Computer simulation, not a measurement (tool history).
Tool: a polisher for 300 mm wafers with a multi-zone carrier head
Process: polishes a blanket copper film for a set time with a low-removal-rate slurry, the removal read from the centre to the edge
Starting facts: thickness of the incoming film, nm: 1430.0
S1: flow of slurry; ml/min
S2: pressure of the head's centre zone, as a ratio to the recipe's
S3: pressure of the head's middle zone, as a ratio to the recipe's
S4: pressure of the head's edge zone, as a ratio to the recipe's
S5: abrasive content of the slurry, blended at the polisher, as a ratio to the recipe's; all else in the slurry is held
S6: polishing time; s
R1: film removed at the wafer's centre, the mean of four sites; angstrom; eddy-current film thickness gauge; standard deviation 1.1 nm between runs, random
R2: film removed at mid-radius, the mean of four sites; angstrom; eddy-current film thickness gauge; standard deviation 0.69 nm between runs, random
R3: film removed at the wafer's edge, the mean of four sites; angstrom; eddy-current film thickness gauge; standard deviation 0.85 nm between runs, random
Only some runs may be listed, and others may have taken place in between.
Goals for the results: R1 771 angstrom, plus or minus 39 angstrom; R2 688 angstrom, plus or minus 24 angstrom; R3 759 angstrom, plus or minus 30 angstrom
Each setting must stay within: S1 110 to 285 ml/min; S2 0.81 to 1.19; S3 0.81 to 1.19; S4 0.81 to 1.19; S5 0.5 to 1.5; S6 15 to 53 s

run,hour,S1,S2,S3,S4,S5,S6,R1,R2,R3
1,0,180,1,1,1,1,34,862.71,860.93,882
2,4.4,175,1,0.98,0.99,0.95,34,830.53,846.7,866.73
3,9.7,175,1,0.98,0.91,0.95,34,851.23,859.61,842.72
4,14.3,170,1.01,0.96,0.91,0.9,34,861.53,831.14,840.44
5,18.2,170,1.01,1.03,0.91,0.9,34,822.63,860.56,841.39
6,24.4,165,1.01,1.01,0.91,0.85,34,844.41,849.68,827.06
7,28.1,160,1,0.99,0.92,0.85,34,826.86,824.82,830.4
8,35.2,155,1,0.98,0.92,0.8,34,786.67,801.37,818.34
9,39.1,155,1.01,0.97,0.92,0.8,34,785.02,803.34,817.75
10,44.1,155,1.02,0.95,0.92,0.8,34,840.47,777.96,825.55

4 next moves are on the table. One of them brings every result within its allowed miss. Which?
A,49.1,185,1.09,1,0.87,1,27,?,?,?
B,49.1,150,1.04,0.91,0.97,0.5,34,?,?,?
C,49.1,175,1.07,0.95,0.91,0.8,29,?,?,?
D,49.1,170,1.04,1.04,0.88,0.9,32,?,?,?

move,R1,R2,R3
A,734.44,687.87,691.71
B,750.47,685.01,779.72
C,735.74,673.53,718.87
D,801.06,814.68,797.68
A: brings the result that was furthest off to its target, and leaves another outside
B: all results land within tolerance of their targets
C: brings the result that was furthest off to its target, and leaves another outside
D: the biggest miss grows against the last run
B is the move that brings every result within its allowed miss.
